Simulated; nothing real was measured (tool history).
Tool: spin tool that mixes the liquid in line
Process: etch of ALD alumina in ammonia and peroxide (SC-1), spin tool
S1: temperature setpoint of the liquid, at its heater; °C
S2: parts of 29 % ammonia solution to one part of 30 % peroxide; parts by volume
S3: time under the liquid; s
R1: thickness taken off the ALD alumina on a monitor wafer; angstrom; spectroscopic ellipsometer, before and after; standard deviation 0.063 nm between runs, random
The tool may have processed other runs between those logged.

run,day,S1,S2,S3,R1
1,0.000,61.0,0.90,300,159.26
2,0.250,63.5,0.90,300,177.61
3,0.371,62.0,0.90,300,169.06
4,0.671,62.0,0.75,300,163.23
5,1.004,62.0,1.05,300,168.33
6,1.125,62.0,1.05,300,167.09
7,1.171,60.5,1.05,300,157.72

Expected results for the next run?
8,1.321,52.5,1.00,300,?

{"run 8": {"R1": 101.37}}
